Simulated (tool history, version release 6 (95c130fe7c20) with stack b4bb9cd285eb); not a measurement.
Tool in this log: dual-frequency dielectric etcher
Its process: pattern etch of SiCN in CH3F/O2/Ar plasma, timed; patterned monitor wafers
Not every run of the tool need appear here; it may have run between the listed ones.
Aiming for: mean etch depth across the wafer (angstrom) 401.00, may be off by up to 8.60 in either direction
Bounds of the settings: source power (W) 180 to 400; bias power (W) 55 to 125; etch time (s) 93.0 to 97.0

run  hour  source power (W)  bias power (W)  etch time (s)  mean etch depth across the wafer (angstrom)
  1   0.0               290              90           93.0                                       355.05
  2   6.3               290              81           93.0                                       343.29
  3   8.2               310              84           93.0                                       356.23
  4  10.1               310              92           93.0                                       369.78
  5  11.5               310              92           93.0                                       367.25
  6  14.5               280              92           93.0                                       353.14
  7  22.8               300              94           93.0                                       367.31
  8  25.0               300              94           93.0                                       366.04
  9  26.1               320              95           93.0                                       377.89

Next run, 5 choices. One meets every target within its allowed miss, the rest don't. Which?
  A  27.2               350              81           93.0                                            ?
  B  27.2               340              79           93.5                                            ?
  C  27.2               350              91           97.0                                            ?
  D  27.2               400              96           93.0                                            ?
  E  27.2               340              88           94.5                                            ?

move  mean etch depth across the wafer (angstrom)
   A                                       374.33
   B                                       368.66
   C                                       405.89
   D                                       419.16
   E                                       386.19
A: its largest miss is bigger than the last run's
B: its largest miss is bigger than the last run's
C: all results land within tolerance of their targets
D: carries the result that was furthest off beyond its target, to the other side
E: an improvement on the last run, though not all results are within tolerance
Move C is the one to make.
